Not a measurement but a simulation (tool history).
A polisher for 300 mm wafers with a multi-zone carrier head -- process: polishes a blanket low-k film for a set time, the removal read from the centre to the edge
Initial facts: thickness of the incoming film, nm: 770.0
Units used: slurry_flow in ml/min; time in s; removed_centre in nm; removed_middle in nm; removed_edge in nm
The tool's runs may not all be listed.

{"run": 1, "day": 0.0, "slurry_flow": 155, "centre_zone": 1, "middle_zone": 1, "edge_zone": 1, "slurry_solids": 1, "time": 80, "removed_centre": 37.652, "removed_middle": 38.008, "removed_edge": 36.867}
{"run": 2, "day": 0.071, "slurry_flow": 165, "centre_zone": 0.99, "middle_zone": 1.01, "edge_zone": 1.02, "slurry_solids": 1, "time": 80, "removed_centre": 38.199, "removed_middle": 39.462, "removed_edge": 37.88}
{"run": 3, "day": 0.183, "slurry_flow": 165, "centre_zone": 0.99, "middle_zone": 1.01, "edge_zone": 0.95, "slurry_solids": 1, "time": 80, "removed_centre": 37.559, "removed_middle": 39.18, "removed_edge": 36.277}
{"run": 4, "day": 0.554, "slurry_flow": 165, "centre_zone": 0.99, "middle_zone": 1.01, "edge_zone": 0.95, "slurry_solids": 1.2, "time": 80, "removed_centre": 42.132, "removed_middle": 43.042, "removed_edge": 41.106}
{"run": 5, "day": 0.85, "slurry_flow": 165, "centre_zone": 0.99, "middle_zone": 1.01, "edge_zone": 0.95, "slurry_solids": 1.2, "time": 62, "removed_centre": 32.676, "removed_middle": 33.724, "removed_edge": 31.361}
{"run": 6, "day": 0.929, "slurry_flow": 175, "centre_zone": 0.99, "middle_zone": 1.03, "edge_zone": 0.99, "slurry_solids": 1.25, "time": 62, "removed_centre": 34.66, "removed_middle": 35.743, "removed_edge": 33.484}
{"run": 7, "day": 1.083, "slurry_flow": 180, "centre_zone": 0.98, "middle_zone": 1.05, "edge_zone": 1.02, "slurry_solids": 1.3, "time": 62, "removed_centre": 34.737, "removed_middle": 36.423, "removed_edge": 35.196}

Predict the results of run 8:
{"run": 8, "day": 1.421, "slurry_flow": 190, "centre_zone": 0.98, "middle_zone": 1.07, "edge_zone": 1.03, "slurry_solids": 1.35, "time": 62, "removed_centre": "?", "removed_middle": "?", "removed_edge": "?"}

{"run 8": {"removed_centre": 35.263, "removed_middle": 38.468, "removed_edge": 35.149}}

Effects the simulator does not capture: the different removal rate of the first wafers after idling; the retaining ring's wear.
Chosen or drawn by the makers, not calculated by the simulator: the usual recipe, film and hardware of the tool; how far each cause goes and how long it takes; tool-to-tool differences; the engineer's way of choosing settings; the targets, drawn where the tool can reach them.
